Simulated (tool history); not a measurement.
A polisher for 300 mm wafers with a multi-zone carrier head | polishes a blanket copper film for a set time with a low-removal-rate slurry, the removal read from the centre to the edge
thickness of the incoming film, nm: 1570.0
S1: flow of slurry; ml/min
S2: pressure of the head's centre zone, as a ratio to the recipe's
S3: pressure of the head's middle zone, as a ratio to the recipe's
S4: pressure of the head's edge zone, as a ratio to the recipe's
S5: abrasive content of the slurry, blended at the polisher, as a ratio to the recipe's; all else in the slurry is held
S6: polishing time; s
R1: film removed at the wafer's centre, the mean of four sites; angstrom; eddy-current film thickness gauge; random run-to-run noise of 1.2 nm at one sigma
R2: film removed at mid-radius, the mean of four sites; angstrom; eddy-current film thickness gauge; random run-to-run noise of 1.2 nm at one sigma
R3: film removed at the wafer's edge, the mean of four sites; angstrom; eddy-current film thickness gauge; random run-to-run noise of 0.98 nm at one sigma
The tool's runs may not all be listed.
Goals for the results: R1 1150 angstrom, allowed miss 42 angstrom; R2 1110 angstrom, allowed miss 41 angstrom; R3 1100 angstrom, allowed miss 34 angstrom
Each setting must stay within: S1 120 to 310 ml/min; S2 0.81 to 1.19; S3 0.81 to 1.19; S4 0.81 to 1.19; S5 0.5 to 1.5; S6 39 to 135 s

Run 1, hour 0: S1 200 ml/min, S2 1, S3 1, S4 1, S5 1, S6 87 s. Result: R1 1635.6 angstrom, R2 1641.8 angstrom, R3 1597 angstrom.
Run 2, hour 1.2: S1 200 ml/min, S2 1, S3 1, S4 0.95, S5 1, S6 87 s. Result: R1 1640.3 angstrom, R2 1645.2 angstrom, R3 1577.9 angstrom.
Run 3, hour 8.6: S1 200 ml/min, S2 1, S3 0.99, S4 0.94, S5 0.9, S6 82 s. Result: R1 1499.1 angstrom, R2 1506.9 angstrom, R3 1438.3 angstrom.
Run 4, hour 12.9: S1 200 ml/min, S2 1, S3 0.99, S4 0.94, S5 0.9, S6 63 s. Result: R1 1182 angstrom, R2 1158.9 angstrom, R3 1119.8 angstrom.
Run 5, hour 15.5: S1 200 ml/min, S2 0.92, S3 0.99, S4 0.94, S5 0.9, S6 63 s. Result: R1 1076.6 angstrom, R2 1177.7 angstrom, R3 1107.9 angstrom.
Run 6, hour 16.1: S1 200 ml/min, S2 0.92, S3 0.99, S4 0.86, S5 0.9, S6 63 s. Result: R1 1077.8 angstrom, R2 1157.6 angstrom, R3 1077.2 angstrom.
Run 7, hour 24.7: S1 200 ml/min, S2 0.93, S3 0.98, S4 0.86, S5 0.9, S6 63 s. Result: R1 1078.8 angstrom, R2 1142.5 angstrom, R3 1060.2 angstrom.
Run 8, hour 33.2: S1 205 ml/min, S2 0.94, S3 0.97, S4 0.87, S5 0.9, S6 63 s. Result: R1 1105.4 angstrom, R2 1162.3 angstrom, R3 1070.1 angstrom.

Which single option among these 4 for the next run brings every result within its allowed miss of target? Just one does.
Run A, hour 41.7: S1 125 ml/min, S2 0.98, S3 0.92, S4 0.85, S5 1.05, S6 67 s. Result: R1 ?, R2 ?, R3 ?.
Run B, hour 41.7: S1 150 ml/min, S2 0.92, S3 0.93, S4 0.89, S5 1, S6 64 s. Result: R1 ?, R2 ?, R3 ?.
Run C, hour 41.7: S1 255 ml/min, S2 0.86, S3 1, S4 0.84, S5 0.85, S6 66 s. Result: R1 ?, R2 ?, R3 ?.
Run D, hour 41.7: S1 145 ml/min, S2 1.06, S3 0.94, S4 1.02, S5 0.8, S6 68 s. Result: R1 ?, R2 ?, R3 ?.

move      R1      R2      R3
   A  1155.4  1103.1  1105.1
   B  1059.9  1084.3  1089.9
   C  1068.7  1233.6  1115.7
   D    1241  1110.2    1182
A: all results in spec
B: the worst result of the last run now meets its target, but another is out of spec
C: the biggest miss grows against the last run
D: the worst result of the last run now meets its target, but another is out of spec
Move A is the one to make.
